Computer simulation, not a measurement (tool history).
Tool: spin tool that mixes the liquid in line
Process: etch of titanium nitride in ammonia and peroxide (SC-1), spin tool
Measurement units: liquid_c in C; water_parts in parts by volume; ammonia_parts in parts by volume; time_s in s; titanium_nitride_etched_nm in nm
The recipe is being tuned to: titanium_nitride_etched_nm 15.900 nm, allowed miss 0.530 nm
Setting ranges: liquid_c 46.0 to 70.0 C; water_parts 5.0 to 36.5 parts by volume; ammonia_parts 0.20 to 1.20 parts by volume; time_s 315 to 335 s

run  hour  liquid_c  water_parts  ammonia_parts  time_s  titanium_nitride_etched_nm
  1   0.0      62.0         20.5           0.90     315                      19.332
  2   2.2      55.0         20.5           0.90     315                      12.327
  3   3.1      55.0         20.5           0.90     335                      12.896
  4   8.5      56.0         20.5           0.90     335                      13.997
  5  15.9      62.0         20.5           0.90     335                      20.459
  6  18.8      61.0         20.5           0.90     335                      18.816
  7  21.3      61.0         20.5           0.90     335                      19.137
  8  25.5      60.5         20.5           0.90     335                      18.371

Consider the 5 candidate settings below. Which is the only one whose results all fall within their allowed miss of target?
  A  29.7      63.0         20.0           0.70     325                           ?
  B  29.7      61.5         17.5           0.95     315                           ?
  C  29.7      62.0         20.5           0.75     335                           ?
  D  29.7      60.0         19.0           0.90     320                           ?
  E  29.7      59.0         20.5           0.95     315                           ?

move  titanium_nitride_etched_nm
   A                      20.795
   B                      20.764
   C                      20.070
   D                      18.122
   E                      16.175
A: the biggest miss grows against the last run
B: the biggest miss grows against the last run
C: the biggest miss grows against the last run
D: closes in on the targets versus the last run, not all within tolerance yet
E: all results in spec
E meets every target.
